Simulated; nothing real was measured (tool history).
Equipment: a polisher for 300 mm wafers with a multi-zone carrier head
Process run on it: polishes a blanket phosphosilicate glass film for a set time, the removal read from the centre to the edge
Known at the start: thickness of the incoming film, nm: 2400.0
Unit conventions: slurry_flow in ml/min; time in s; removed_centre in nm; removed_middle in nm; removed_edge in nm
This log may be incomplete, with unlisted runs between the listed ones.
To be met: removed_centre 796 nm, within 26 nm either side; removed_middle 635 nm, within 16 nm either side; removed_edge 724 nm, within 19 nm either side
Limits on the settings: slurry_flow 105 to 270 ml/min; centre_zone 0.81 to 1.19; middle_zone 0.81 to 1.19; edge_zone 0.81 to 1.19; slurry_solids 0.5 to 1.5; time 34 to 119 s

| run | hour | slurry_flow | centre_zone | middle_zone | edge_zone | slurry_solids | time | removed_centre | removed_middle | removed_edge |
|---|---|---|---|---|---|---|---|---|---|---|
| 1 | 0 | 175 | 1 | 1 | 1 | 1 | 76 | 771.74 | 755.83 | 729.37 |
| 2 | 6.3 | 175 | 1 | 1 | 1 | 1 | 95 | 966.87 | 956.39 | 902.61 |
| 3 | 10.4 | 175 | 1 | 1 | 1 | 1.1 | 95 | 1008.7 | 986.12 | 944.54 |
| 4 | 14.5 | 175 | 0.93 | 1 | 1 | 1.1 | 95 | 935.37 | 979.69 | 942.49 |
| 5 | 18.2 | 170 | 0.95 | 0.98 | 1 | 1.05 | 95 | 928.83 | 954.35 | 920.24 |
| 6 | 26.2 | 170 | 0.97 | 0.96 | 1.02 | 1 | 94 | 942.56 | 903.98 | 907.96 |
| 7 | 28.5 | 120 | 0.97 | 0.86 | 0.92 | 0.75 | 94 | 791.85 | 704.78 | 770.19 |
| 8 | 34.4 | 110 | 1.04 | 0.81 | 0.88 | 0.6 | 94 | 763.96 | 607.77 | 684.56 |
| 9 | 41.2 | 115 | 1.04 | 0.81 | 0.89 | 0.6 | 94 | 774.85 | 610.18 | 684.26 |
| 10 | 43.2 | 120 | 1.04 | 0.81 | 0.9 | 0.6 | 94 | 762.59 | 614.61 | 689.34 |
| 11 | 48.8 | 120 | 1.04 | 0.81 | 0.91 | 0.6 | 94 | 772.99 | 611.45 | 696.14 |
| 12 | 54.7 | 125 | 1.04 | 0.81 | 0.92 | 0.6 | 94 | 783.08 | 613.94 | 703.67 |

4 candidate next runs follow, results not yet known. Just one meets every target within its allowed miss. Identify it.
| A | 60.6 | 140 | 1.02 | 0.86 | 0.92 | 0.6 | 96 | ? | ? | ? |
| B | 60.6 | 110 | 1.06 | 0.84 | 0.98 | 0.6 | 96 | ? | ? | ? |
| C | 60.6 | 120 | 1.08 | 0.81 | 0.9 | 0.75 | 90 | ? | ? | ? |
| D | 60.6 | 145 | 1.11 | 0.83 | 0.89 | 0.65 | 90 | ? | ? | ? |

| move | removed_centre | removed_middle | removed_edge |
|---|---|---|---|
| A | 798.71 | 667.86 | 733.71 |
| B | 795.12 | 630.53 | 728.63 |
| C | 841.67 | 634.68 | 733.08 |
| D | 846 | 630.41 | 705.49 |
A: the result that was furthest off in the last run now lies on the other side of its target
B: all results land within tolerance of their targets
C: the furthest-off result lands on target, but another misses its tolerance
D: the furthest-off result lands on target, but another misses its tolerance
B is the move that brings every result within its allowed miss.

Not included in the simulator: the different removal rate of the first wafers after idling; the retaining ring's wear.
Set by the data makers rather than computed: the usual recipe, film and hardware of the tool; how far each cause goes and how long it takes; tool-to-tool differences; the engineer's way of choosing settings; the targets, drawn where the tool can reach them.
